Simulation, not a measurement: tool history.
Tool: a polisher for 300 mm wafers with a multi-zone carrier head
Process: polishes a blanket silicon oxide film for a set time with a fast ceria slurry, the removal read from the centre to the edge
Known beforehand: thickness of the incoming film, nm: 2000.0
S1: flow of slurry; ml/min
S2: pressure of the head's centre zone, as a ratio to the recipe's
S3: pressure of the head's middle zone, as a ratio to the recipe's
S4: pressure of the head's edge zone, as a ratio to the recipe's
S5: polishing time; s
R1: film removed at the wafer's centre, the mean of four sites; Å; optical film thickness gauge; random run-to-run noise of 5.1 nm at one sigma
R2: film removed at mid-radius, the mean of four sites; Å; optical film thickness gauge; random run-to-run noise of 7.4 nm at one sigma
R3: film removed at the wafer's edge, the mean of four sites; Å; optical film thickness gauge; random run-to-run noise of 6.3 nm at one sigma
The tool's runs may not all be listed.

run,hour,S1,S2,S3,S4,S5,R1,R2,R3
1,0.0,195,1.00,1.00,1.00,53,5030.8,4927.9,4874.3
2,5.9,195,1.00,0.95,1.00,53,5133.0,4476.1,4847.9
3,12.7,195,0.98,0.95,1.03,55,5157.0,4798.9,4977.2
4,17.6,180,0.95,0.93,1.05,58,5347.5,4995.9,5292.8
5,22.2,180,0.95,0.93,1.01,58,5296.7,4873.8,5186.9
6,29.7,180,0.95,0.86,1.01,58,5302.0,4606.9,5280.9

What does the tool deliver on the next run?
7,30.7,180,0.93,0.85,1.04,60,?,?,?

Run 7 measured R1 5206.3 Å, R2 4851.9 Å, R3 5448.3 Å.
